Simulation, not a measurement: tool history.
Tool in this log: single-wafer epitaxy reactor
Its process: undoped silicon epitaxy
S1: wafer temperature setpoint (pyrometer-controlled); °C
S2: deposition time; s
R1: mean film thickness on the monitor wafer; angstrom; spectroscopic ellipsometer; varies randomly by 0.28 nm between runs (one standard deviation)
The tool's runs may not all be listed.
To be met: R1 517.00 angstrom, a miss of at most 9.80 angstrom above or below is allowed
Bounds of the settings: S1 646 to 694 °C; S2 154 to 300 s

Run 1, day 0.000: S1 670 °C, S2 227 s. Result: R1 615.35 angstrom.
Run 2, day 0.046: S1 668 °C, S2 227 s. Result: R1 584.72 angstrom.
Run 3, day 0.212: S1 679 °C, S2 227 s. Result: R1 753.26 angstrom.
Run 4, day 0.296: S1 679 °C, S2 253 s. Result: R1 836.70 angstrom.
Run 5, day 0.442: S1 673 °C, S2 252 s. Result: R1 732.21 angstrom.
Run 6, day 0.671: S1 668 °C, S2 252 s. Result: R1 647.17 angstrom.
Run 7, day 0.971: S1 665 °C, S2 252 s. Result: R1 604.86 angstrom.
Run 8, day 1.004: S1 663 °C, S2 252 s. Result: R1 578.78 angstrom.
Run 9, day 1.042: S1 662 °C, S2 252 s. Result: R1 576.36 angstrom.
Run 10, day 1.238: S1 655 °C, S2 251 s. Result: R1 485.28 angstrom.
Run 11, day 1.262: S1 656 °C, S2 251 s. Result: R1 492.79 angstrom.

Consider the 5 candidate settings below. Which is the only one whose results all fall within their allowed miss of target?
Run A, day 1.288: S1 658 °C, S2 224 s. Result: R1 ?.
Run B, day 1.288: S1 657 °C, S2 243 s. Result: R1 ?.
Run C, day 1.288: S1 659 °C, S2 245 s. Result: R1 ?.
Run D, day 1.288: S1 662 °C, S2 243 s. Result: R1 ?.
Run E, day 1.288: S1 665 °C, S2 223 s. Result: R1 ?.

move      R1
   A  460.68
   B  488.21
   C  515.76
   D  548.44
   E  539.34
A: moves away from the targets compared with the last run
B: moves away from the targets compared with the last run
C: every result within its allowed miss
D: the result that was furthest off in the last run now lies on the other side of its target
E: the result that was furthest off in the last run now lies on the other side of its target
The move that meets every target is C.
